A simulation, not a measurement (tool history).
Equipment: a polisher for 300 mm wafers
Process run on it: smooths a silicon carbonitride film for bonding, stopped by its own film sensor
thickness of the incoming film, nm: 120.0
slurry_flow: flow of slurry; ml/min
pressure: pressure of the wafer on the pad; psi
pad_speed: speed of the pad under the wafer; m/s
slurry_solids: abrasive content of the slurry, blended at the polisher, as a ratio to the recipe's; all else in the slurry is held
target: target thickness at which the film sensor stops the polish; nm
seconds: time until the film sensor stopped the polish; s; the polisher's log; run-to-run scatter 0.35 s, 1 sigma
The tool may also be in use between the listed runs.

Run 1, hour 0: slurry_flow 190 ml/min, pressure 2.6 psi, pad_speed 1 m/s, slurry_solids 1, target 104 nm. Result: seconds 54.821 s.
Run 2, hour 7.3: slurry_flow 155 ml/min, pressure 2.6 psi, pad_speed 1 m/s, slurry_solids 1, target 104 nm. Result: seconds 56.195 s.
Run 3, hour 14.7: slurry_flow 155 ml/min, pressure 2.8 psi, pad_speed 1.02 m/s, slurry_solids 1, target 104 nm. Result: seconds 52.181 s.
Run 4, hour 20.2: slurry_flow 160 ml/min, pressure 3 psi, pad_speed 1.06 m/s, slurry_solids 1, target 104 nm. Result: seconds 47.348 s.
Run 5, hour 28: slurry_flow 160 ml/min, pressure 3.2 psi, pad_speed 1.1 m/s, slurry_solids 1, target 104 nm. Result: seconds 43.437 s.
Run 6, hour 34.9: slurry_flow 160 ml/min, pressure 3.3 psi, pad_speed 1.14 m/s, slurry_solids 1, target 104 nm. Result: seconds 39.703 s.
At hour 35.6: slurry blender recalibrated.
Run 7, hour 35.6: slurry_flow 160 ml/min, pressure 3.4 psi, pad_speed 1.16 m/s, slurry_solids 1, target 104 nm. Result: seconds 34.695 s.
Run 8, hour 43.9: slurry_flow 170 ml/min, pressure 3.5 psi, pad_speed 1.16 m/s, slurry_solids 1, target 104 nm. Result: seconds 33.322 s.
Run 9, hour 50.8: slurry_flow 180 ml/min, pressure 3.5 psi, pad_speed 1.16 m/s, slurry_solids 1, target 104 nm. Result: seconds 34.164 s.

For run 10, what comes out?
Run 10, hour 56.5: slurry_flow 185 ml/min, pressure 3.6 psi, pad_speed 1.16 m/s, slurry_solids 1, target 104 nm. Result: seconds ?.

{"run 10": {"seconds": 32.285}}
